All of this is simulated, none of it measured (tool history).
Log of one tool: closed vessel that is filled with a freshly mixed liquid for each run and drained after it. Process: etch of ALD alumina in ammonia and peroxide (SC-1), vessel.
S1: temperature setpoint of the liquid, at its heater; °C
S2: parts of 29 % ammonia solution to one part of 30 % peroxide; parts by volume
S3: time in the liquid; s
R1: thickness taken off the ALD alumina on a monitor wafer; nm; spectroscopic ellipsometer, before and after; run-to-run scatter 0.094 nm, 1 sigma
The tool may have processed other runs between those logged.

run,hour,S1,S2,S3,R1
1,0.0,46.0,0.95,495,16.780
2,4.3,46.0,0.95,325,10.905
3,10.2,46.0,1.20,325,11.247
4,12.8,45.5,1.20,325,10.886
5,19.8,49.0,1.20,325,13.249
6,27.6,49.0,1.00,325,12.792

Expected results for the next run?
7,31.9,49.0,1.00,325,?

R1: 13.071 nm
